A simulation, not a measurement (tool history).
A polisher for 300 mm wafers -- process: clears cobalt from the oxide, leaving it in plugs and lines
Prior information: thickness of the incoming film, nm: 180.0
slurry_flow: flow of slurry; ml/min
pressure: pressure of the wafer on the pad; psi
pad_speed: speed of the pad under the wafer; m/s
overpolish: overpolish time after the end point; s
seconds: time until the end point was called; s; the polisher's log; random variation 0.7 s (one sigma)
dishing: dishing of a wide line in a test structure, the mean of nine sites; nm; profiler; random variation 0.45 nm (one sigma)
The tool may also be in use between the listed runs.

{"run": 1, "day": 0.0, "slurry_flow": 310, "pressure": 2.2, "pad_speed": 0.98, "overpolish": 23, "seconds": 37.218, "dishing": 28.768}
{"run": 2, "day": 0.375, "slurry_flow": 310, "pressure": 1.9, "pad_speed": 0.98, "overpolish": 23, "seconds": 42.606, "dishing": 27.22}
{"run": 3, "day": 0.504, "slurry_flow": 310, "pressure": 1.9, "pad_speed": 0.82, "overpolish": 23, "seconds": 49.43, "dishing": 26.716}
{"run": 4, "day": 0.838, "slurry_flow": 310, "pressure": 1.9, "pad_speed": 0.82, "overpolish": 17, "seconds": 49.945, "dishing": 25.075}
{"run": 5, "day": 1.154, "slurry_flow": 365, "pressure": 1.9, "pad_speed": 0.82, "overpolish": 17, "seconds": 50.159, "dishing": 25.496}
{"run": 6, "day": 1.188, "slurry_flow": 365, "pressure": 1.9, "pad_speed": 1, "overpolish": 17, "seconds": 41.551, "dishing": 26.688}

What will run 7 give?
{"run": 7, "day": 1.479, "slurry_flow": 370, "pressure": 1.8, "pad_speed": 1, "overpolish": 20, "seconds": "?", "dishing": "?"}

seconds: 43.156 s
dishing: 26.506 nm
